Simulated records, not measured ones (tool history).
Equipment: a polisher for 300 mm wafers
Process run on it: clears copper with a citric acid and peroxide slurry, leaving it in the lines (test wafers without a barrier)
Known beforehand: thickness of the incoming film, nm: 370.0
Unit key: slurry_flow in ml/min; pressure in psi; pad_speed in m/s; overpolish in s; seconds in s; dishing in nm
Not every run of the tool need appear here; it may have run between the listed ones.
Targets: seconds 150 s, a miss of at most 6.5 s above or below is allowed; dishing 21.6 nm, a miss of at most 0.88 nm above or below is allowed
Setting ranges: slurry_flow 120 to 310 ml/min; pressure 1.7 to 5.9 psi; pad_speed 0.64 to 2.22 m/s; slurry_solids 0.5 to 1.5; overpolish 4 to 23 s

run,hour,slurry_flow,pressure,pad_speed,slurry_solids,overpolish,seconds,dishing
1,0,200,3.8,1.42,1,12,102.96,32.739
2,8.9,250,3.8,1.42,1,12,99.343,33.473
3,12.7,250,3.5,1.42,1,12,110.84,30.964
4,13.3,250,3.3,1.42,1,12,117.84,29.045
5,17.9,250,3.3,1.42,1,15,116.05,35.68
6,23.2,250,3.2,1.42,1,14,120.63,32.841
7,28.2,250,3.2,1.42,1,14,118.26,32.407
8,35.9,250,3.2,1.42,1,14,119.53,33.088
9,43.6,250,3.1,1.42,1,13,120.86,30.371

Below are 4 possible settings for the next run. Only one of them brings all results inside the allowed miss of their targets. Which is it?
A,51.3,220,2.9,1.26,1,10,?,?
B,51.3,275,4.1,1.26,0.85,13,?,?
C,51.3,240,3.3,1.16,0.8,11,?,?
D,51.3,245,3.9,1.72,1,17,?,?

move,seconds,dishing
A,149.96,20.357
B,110.43,33.558
C,152.9,21.846
D,82.21,51.765
A: takes the biggest miss from the last run beyond its target
B: misses by more than the last run did
C: every result within its allowed miss
D: misses by more than the last run did
C meets every target.
